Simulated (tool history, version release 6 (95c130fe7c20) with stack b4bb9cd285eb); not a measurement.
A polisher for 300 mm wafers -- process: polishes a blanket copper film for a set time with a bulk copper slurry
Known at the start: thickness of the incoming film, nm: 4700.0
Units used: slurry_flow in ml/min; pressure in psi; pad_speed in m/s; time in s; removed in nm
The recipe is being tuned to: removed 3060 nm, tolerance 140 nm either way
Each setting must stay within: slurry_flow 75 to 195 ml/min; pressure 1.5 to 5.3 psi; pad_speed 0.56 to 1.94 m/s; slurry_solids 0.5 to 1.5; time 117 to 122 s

{"run": 1, "day": 0.0, "slurry_flow": 125, "pressure": 3.4, "pad_speed": 1.24, "slurry_solids": 1, "time": 117, "removed": 1827.1}
{"run": 2, "day": 0.242, "slurry_flow": 125, "pressure": 3.4, "pad_speed": 1.24, "slurry_solids": 1.1, "time": 117, "removed": 1937.7}
{"run": 3, "day": 0.458, "slurry_flow": 125, "pressure": 3.9, "pad_speed": 1.24, "slurry_solids": 1.1, "time": 117, "removed": 2176.7}
{"run": 4, "day": 0.758, "slurry_flow": 125, "pressure": 4.1, "pad_speed": 1.24, "slurry_solids": 1.1, "time": 117, "removed": 2325.4}
{"run": 5, "day": 0.975, "slurry_flow": 125, "pressure": 4.2, "pad_speed": 1.24, "slurry_solids": 1.1, "time": 117, "removed": 2301.7}
{"run": 6, "day": 1.033, "slurry_flow": 110, "pressure": 4.2, "pad_speed": 1.24, "slurry_solids": 1.1, "time": 117, "removed": 2284.3}
{"run": 7, "day": 1.346, "slurry_flow": 115, "pressure": 4.3, "pad_speed": 1.24, "slurry_solids": 1.1, "time": 117, "removed": 2319.1}
{"run": 8, "day": 1.554, "slurry_flow": 120, "pressure": 4.4, "pad_speed": 1.24, "slurry_solids": 1.1, "time": 117, "removed": 2410}

Consider the 4 candidate settings below. Which is the only one whose results all fall within their allowed miss of target?
{"run": "A", "day": 1.762, "slurry_flow": 105, "pressure": 4.6, "pad_speed": 1.4, "slurry_solids": 1.3, "time": 122, "removed": "?"}
{"run": "B", "day": 1.762, "slurry_flow": 155, "pressure": 3.9, "pad_speed": 1.6, "slurry_solids": 1, "time": 117, "removed": "?"}
{"run": "C", "day": 1.762, "slurry_flow": 115, "pressure": 5.3, "pad_speed": 1.3, "slurry_solids": 1.35, "time": 122, "removed": "?"}
{"run": "D", "day": 1.762, "slurry_flow": 105, "pressure": 5.1, "pad_speed": 1.64, "slurry_solids": 0.9, "time": 122, "removed": "?"}

move=A removed=2975.9
move=B removed=2804.8
move=C removed=3275.2
move=D removed=3406.3
A: all results land within tolerance of their targets
B: an improvement on the last run, though not all results are within tolerance
C: takes the biggest miss from the last run beyond its target
D: takes the biggest miss from the last run beyond its target
A is the move that brings every result within its allowed miss.

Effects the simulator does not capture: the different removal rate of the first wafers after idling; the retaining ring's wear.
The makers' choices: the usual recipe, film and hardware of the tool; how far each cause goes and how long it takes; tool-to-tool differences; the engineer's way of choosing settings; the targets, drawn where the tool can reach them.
